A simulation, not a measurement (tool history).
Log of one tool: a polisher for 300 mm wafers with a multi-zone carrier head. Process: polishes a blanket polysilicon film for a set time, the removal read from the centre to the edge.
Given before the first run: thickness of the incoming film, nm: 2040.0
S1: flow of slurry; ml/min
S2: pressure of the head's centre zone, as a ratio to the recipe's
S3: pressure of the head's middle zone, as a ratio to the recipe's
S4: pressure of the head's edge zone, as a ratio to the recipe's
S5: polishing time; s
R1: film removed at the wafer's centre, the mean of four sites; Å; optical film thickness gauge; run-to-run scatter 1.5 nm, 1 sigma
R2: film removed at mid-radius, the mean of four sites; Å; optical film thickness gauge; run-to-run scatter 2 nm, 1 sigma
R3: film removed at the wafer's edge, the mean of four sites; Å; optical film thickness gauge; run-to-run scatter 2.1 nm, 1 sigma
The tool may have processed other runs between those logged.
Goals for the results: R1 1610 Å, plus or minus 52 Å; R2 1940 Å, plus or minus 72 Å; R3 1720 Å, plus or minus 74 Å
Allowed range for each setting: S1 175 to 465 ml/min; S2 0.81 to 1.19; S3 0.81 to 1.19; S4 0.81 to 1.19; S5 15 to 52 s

{"run": 1, "hour": 0.0, "S1": 295, "S2": 1, "S3": 1, "S4": 1, "S5": 33, "R1": 2111.8, "R2": 2186.2, "R3": 2196.2}
{"run": 2, "hour": 8.4, "S1": 295, "S2": 1, "S3": 1, "S4": 1, "S5": 39, "R1": 2509.5, "R2": 2619.5, "R3": 2637.7}
{"run": 3, "hour": 13.8, "S1": 295, "S2": 0.97, "S3": 1.02, "S4": 0.96, "S5": 35, "R1": 2218.4, "R2": 2385.8, "R3": 2300.5}
{"run": 4, "hour": 22.4, "S1": 295, "S2": 0.97, "S3": 1.02, "S4": 0.9, "S5": 35, "R1": 2184.2, "R2": 2364.8, "R3": 2242.3}
{"run": 5, "hour": 24.5, "S1": 295, "S2": 0.94, "S3": 1.03, "S4": 0.88, "S5": 32, "R1": 1943, "R2": 2187.7, "R3": 1989.9}
{"run": 6, "hour": 30.0, "S1": 340, "S2": 0.94, "S3": 1.03, "S4": 0.88, "S5": 32, "R1": 1951.9, "R2": 2205.4, "R3": 2032.1}
{"run": 7, "hour": 30.8, "S1": 330, "S2": 0.92, "S3": 1.03, "S4": 0.86, "S5": 31, "R1": 1846, "R2": 2104.1, "R3": 1982.5}
{"run": 8, "hour": 39.3, "S1": 315, "S2": 0.91, "S3": 1.04, "S4": 0.84, "S5": 30, "R1": 1756.6, "R2": 2093.1, "R3": 1819.1}

Of the 5 settings listed for the next run, only one would bring every result within its allowed miss of target. Which one?
{"run": "A", "hour": 47.8, "S1": 175, "S2": 0.88, "S3": 1.18, "S4": 0.81, "S5": 30, "R1": "?", "R2": "?", "R3": "?"}
{"run": "B", "hour": 47.8, "S1": 420, "S2": 0.86, "S3": 1, "S4": 0.82, "S5": 28, "R1": "?", "R2": "?", "R3": "?"}
{"run": "C", "hour": 47.8, "S1": 370, "S2": 0.84, "S3": 0.99, "S4": 0.92, "S5": 29, "R1": "?", "R2": "?", "R3": "?"}
{"run": "D", "hour": 47.8, "S1": 335, "S2": 0.87, "S3": 1.13, "S4": 0.82, "S5": 28, "R1": "?", "R2": "?", "R3": "?"}
{"run": "E", "hour": 47.8, "S1": 415, "S2": 0.81, "S3": 0.91, "S4": 0.9, "S5": 30, "R1": "?", "R2": "?", "R3": "?"}

move=A R1=1654.5 R2=2175.4 R3=1786.6
move=B R1=1644.4 R2=1939.6 R3=1780.5
move=C R1=1650.3 R2=1977.2 R3=1929.7
move=D R1=1634.6 R2=2088.8 R3=1756.2
move=E R1=1663.7 R2=1941.4 R3=1990
A: brings the result that was furthest off to its target, and leaves another outside
B: in spec on every target
C: brings the result that was furthest off to its target, and leaves another outside
D: brings the result that was furthest off to its target, and leaves another outside
E: further off than the last run
Answer: B
